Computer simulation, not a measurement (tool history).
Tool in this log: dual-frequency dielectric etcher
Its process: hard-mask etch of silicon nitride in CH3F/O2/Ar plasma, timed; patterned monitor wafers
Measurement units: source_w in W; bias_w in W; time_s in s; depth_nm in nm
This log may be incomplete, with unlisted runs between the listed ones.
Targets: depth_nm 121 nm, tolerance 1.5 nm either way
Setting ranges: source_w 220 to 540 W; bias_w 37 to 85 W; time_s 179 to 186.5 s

run 1 hour=0 | source_w=380 bias_w=61 time_s=179 | depth_nm=109.92
run 2 hour=5.7 | source_w=340 bias_w=61 time_s=179 | depth_nm=105.97
run 3 hour=14 | source_w=270 bias_w=61 time_s=179 | depth_nm=97.4
run 4 hour=17.4 | source_w=270 bias_w=68 time_s=179 | depth_nm=99.017
run 5 hour=18.6 | source_w=270 bias_w=68 time_s=179 | depth_nm=99.876
run 6 hour=25.5 | source_w=300 bias_w=68 time_s=179 | depth_nm=103.28
run 7 hour=32.2 | source_w=320 bias_w=68 time_s=179 | depth_nm=106.15
run 8 hour=35.6 | source_w=340 bias_w=68 time_s=179 | depth_nm=108.4
run 9 hour=37.2 | source_w=360 bias_w=68 time_s=179 | depth_nm=110.9

Of the 5 settings listed for the next run, only one would bring every result within its allowed miss of target. Which one?
run A hour=38.8 | source_w=400 bias_w=73 time_s=180 | depth_nm=?
run B hour=38.8 | source_w=420 bias_w=66 time_s=181.5 | depth_nm=?
run C hour=38.8 | source_w=360 bias_w=69 time_s=186.5 | depth_nm=?
run D hour=38.8 | source_w=370 bias_w=83 time_s=183 | depth_nm=?
run E hour=38.8 | source_w=360 bias_w=69 time_s=185.5 | depth_nm=?

move=A depth_nm=118.12
move=B depth_nm=118.28
move=C depth_nm=115.94
move=D depth_nm=120.66
move=E depth_nm=115.31
A: nearer than the last run, and not there yet
B: nearer than the last run, and not there yet
C: nearer than the last run, and not there yet
D: every result within its allowed miss
E: nearer than the last run, and not there yet
Correct choice: D, which meets every target
